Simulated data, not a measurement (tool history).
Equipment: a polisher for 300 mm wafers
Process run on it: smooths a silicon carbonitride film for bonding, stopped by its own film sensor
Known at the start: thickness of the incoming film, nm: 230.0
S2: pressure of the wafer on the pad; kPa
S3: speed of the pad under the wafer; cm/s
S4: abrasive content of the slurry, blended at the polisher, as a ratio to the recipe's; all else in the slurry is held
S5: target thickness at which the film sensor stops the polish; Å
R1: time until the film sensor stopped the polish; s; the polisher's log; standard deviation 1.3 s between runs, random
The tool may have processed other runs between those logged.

Run 1, day 0: flow of slurry (ml/min) 190, S2 13.8 kPa, S3 84 cm/s, S4 1, S5 2190 Å. Result: R1 64.92 s.
Run 2, day 0.275: flow of slurry (ml/min) 190, S2 13.8 kPa, S3 92 cm/s, S4 1, S5 2190 Å. Result: R1 61.318 s.
Run 3, day 0.608: flow of slurry (ml/min) 190, S2 13.1 kPa, S3 92 cm/s, S4 1, S5 2190 Å. Result: R1 64.6 s.
Run 4, day 0.879: flow of slurry (ml/min) 190, S2 13.1 kPa, S3 92 cm/s, S4 1, S5 2190 Å. Result: R1 63.517 s.
Run 5, day 1.246: flow of slurry (ml/min) 190, S2 13.1 kPa, S3 92 cm/s, S4 1.15, S5 2190 Å. Result: R1 58.758 s.
Run 6, day 1.304: flow of slurry (ml/min) 220, S2 13.1 kPa, S3 92 cm/s, S4 1.15, S5 2190 Å. Result: R1 58.896 s.
Run 7, day 1.333: flow of slurry (ml/min) 220, S2 12.4 kPa, S3 92 cm/s, S4 1.15, S5 2190 Å. Result: R1 61.064 s.
Run 8, day 1.675: flow of slurry (ml/min) 220, S2 11.7 kPa, S3 90 cm/s, S4 1.15, S5 2190 Å. Result: R1 65.108 s.
Run 9, day 1.771: flow of slurry (ml/min) 220, S2 11 kPa, S3 88 cm/s, S4 1.15, S5 2190 Å. Result: R1 71.313 s.
Run 10, day 1.879: flow of slurry (ml/min) 220, S2 10.3 kPa, S3 88 cm/s, S4 1.15, S5 2190 Å. Result: R1 75.905 s.
Run 11, day 1.992: flow of slurry (ml/min) 220, S2 9.7 kPa, S3 88 cm/s, S4 1.15, S5 2190 Å. Result: R1 81.861 s.
Run 12, day 2.262: flow of slurry (ml/min) 220, S2 6.9 kPa, S3 86 cm/s, S4 1.15, S5 2190 Å. Result: R1 113.95 s.

What does the tool deliver on the next run?
Run 13, day 2.567: flow of slurry (ml/min) 220, S2 8.3 kPa, S3 86 cm/s, S4 1.15, S5 2190 Å. Result: R1 ?.

Run 13 produced R1 94.88 s.

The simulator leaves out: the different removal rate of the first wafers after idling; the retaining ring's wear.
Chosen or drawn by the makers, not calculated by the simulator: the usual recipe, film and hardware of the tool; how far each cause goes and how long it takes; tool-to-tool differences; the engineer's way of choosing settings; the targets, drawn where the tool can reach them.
